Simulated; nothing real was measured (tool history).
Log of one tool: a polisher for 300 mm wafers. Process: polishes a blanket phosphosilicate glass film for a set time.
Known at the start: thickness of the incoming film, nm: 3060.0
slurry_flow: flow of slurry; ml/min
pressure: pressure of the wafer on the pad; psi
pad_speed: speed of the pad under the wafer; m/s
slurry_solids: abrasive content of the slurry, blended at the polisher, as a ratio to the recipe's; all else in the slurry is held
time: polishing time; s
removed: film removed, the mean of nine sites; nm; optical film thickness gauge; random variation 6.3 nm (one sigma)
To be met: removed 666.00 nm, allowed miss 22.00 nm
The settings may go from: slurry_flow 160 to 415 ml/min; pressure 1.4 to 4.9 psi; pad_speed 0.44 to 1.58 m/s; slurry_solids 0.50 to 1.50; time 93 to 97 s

{"run": 1, "hour": 0.0, "slurry_flow": 265, "pressure": 3.1, "pad_speed": 1.0, "slurry_solids": 1.0, "time": 93, "removed": 910.03}
{"run": 2, "hour": 5.1, "slurry_flow": 265, "pressure": 3.0, "pad_speed": 1.0, "slurry_solids": 1.0, "time": 93, "removed": 900.06}
{"run": 3, "hour": 12.9, "slurry_flow": 265, "pressure": 3.7, "pad_speed": 1.0, "slurry_solids": 1.0, "time": 93, "removed": 1117.7}
{"run": 4, "hour": 19.4, "slurry_flow": 265, "pressure": 3.7, "pad_speed": 1.16, "slurry_solids": 1.0, "time": 93, "removed": 1222.5}
{"run": 5, "hour": 25.0, "slurry_flow": 265, "pressure": 3.7, "pad_speed": 1.16, "slurry_solids": 1.15, "time": 93, "removed": 1288.8}
{"run": 6, "hour": 28.4, "slurry_flow": 265, "pressure": 3.7, "pad_speed": 1.16, "slurry_solids": 1.15, "time": 97, "removed": 1351.5}
{"run": 7, "hour": 31.3, "slurry_flow": 260, "pressure": 2.8, "pad_speed": 1.12, "slurry_solids": 1.15, "time": 97, "removed": 999.73}
{"run": 8, "hour": 37.9, "slurry_flow": 260, "pressure": 2.7, "pad_speed": 1.12, "slurry_solids": 1.15, "time": 97, "removed": 980.94}
{"run": 9, "hour": 41.3, "slurry_flow": 260, "pressure": 2.6, "pad_speed": 1.12, "slurry_solids": 1.15, "time": 97, "removed": 932.03}

5 next moves are on the table. One of them brings every result within its allowed miss. Which?
{"run": "A", "hour": 44.7, "slurry_flow": 280, "pressure": 1.9, "pad_speed": 0.96, "slurry_solids": 1.2, "time": 93, "removed": "?"}
{"run": "B", "hour": 44.7, "slurry_flow": 185, "pressure": 2.1, "pad_speed": 0.98, "slurry_solids": 1.2, "time": 93, "removed": "?"}
{"run": "C", "hour": 44.7, "slurry_flow": 380, "pressure": 3.1, "pad_speed": 1.5, "slurry_solids": 1.5, "time": 97, "removed": "?"}
{"run": "D", "hour": 44.7, "slurry_flow": 290, "pressure": 2.7, "pad_speed": 1.58, "slurry_solids": 1.4, "time": 97, "removed": "?"}
{"run": "E", "hour": 44.7, "slurry_flow": 275, "pressure": 2.7, "pad_speed": 0.9, "slurry_solids": 1.05, "time": 93, "removed": "?"}

move=A removed=621.62
move=B removed=663.31
move=C removed=1544.40
move=D removed=1332.20
move=E removed=783.21
A: takes the result that was furthest off past its target
B: meets every target
C: further off than the last run
D: further off than the last run
E: nearer than the last run, and not there yet
The right move is B.
